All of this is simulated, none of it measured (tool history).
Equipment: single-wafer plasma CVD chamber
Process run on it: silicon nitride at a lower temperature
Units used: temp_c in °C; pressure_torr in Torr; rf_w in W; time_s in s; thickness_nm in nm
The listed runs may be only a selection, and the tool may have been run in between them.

run	day	temp_c	pressure_torr	rf_w	time_s	thickness_nm
1	0	370	1.24	275	13.4	14.888
2	0.312	370	1.24	275	12.7	13.958
3	0.467	370	1.13	255	12.7	12.562
4	0.8	370	1.13	285	12.7	14.012
5	0.933	379	1.13	285	12.7	13.969
6	1.208	379	1.13	285	12.7	14.02

Run 7, settings as shown, results not yet in. Your forecast:
7	1.317	379	1.04	270	12.7	?

{"run 7": {"thickness_nm": 12.918}}

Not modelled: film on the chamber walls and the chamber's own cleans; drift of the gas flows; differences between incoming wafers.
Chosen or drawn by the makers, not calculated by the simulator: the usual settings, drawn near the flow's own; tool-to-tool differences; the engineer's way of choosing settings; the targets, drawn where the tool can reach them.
